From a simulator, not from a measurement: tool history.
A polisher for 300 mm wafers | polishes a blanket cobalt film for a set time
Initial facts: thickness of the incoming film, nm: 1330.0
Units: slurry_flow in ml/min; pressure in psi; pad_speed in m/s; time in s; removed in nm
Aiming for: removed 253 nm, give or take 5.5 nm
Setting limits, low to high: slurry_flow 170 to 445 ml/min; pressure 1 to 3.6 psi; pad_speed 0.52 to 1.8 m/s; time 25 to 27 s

run	day	slurry_flow	pressure	pad_speed	time	removed
1	0	285	2.3	1.16	27	203.65
2	0.104	290	2.4	1.16	27	211.87
3	0.45	290	2.1	1.16	27	190.88
4	0.588	290	2.6	1.16	27	222.86
5	0.942	290	2.6	1.16	25	208.49
6	1.079	295	2.7	1.16	25	216.64
7	1.108	295	2.8	1.16	25	220.61
8	1.167	295	2.9	1.16	25	228.05
9	1.517	295	3	1.16	25	231.13
10	1.871	295	3.1	1.16	25	239.12

5 candidate next runs follow, results not yet known. Just one meets every target within its allowed miss. Identify it.
A	2.225	250	2.7	1.12	27	?
B	2.225	325	3.1	1.26	26	?
C	2.225	280	3.1	1.2	26	?
D	2.225	295	3.1	1.08	25	?
E	2.225	225	2.7	1.24	26	?

move	removed
A	221.1
B	266.19
C	253.2
D	226.96
E	226.16
A: moves away from the targets compared with the last run
B: pushes the last run's worst result past its target
C: meets every target
D: moves away from the targets compared with the last run
E: moves away from the targets compared with the last run
The right move is C.

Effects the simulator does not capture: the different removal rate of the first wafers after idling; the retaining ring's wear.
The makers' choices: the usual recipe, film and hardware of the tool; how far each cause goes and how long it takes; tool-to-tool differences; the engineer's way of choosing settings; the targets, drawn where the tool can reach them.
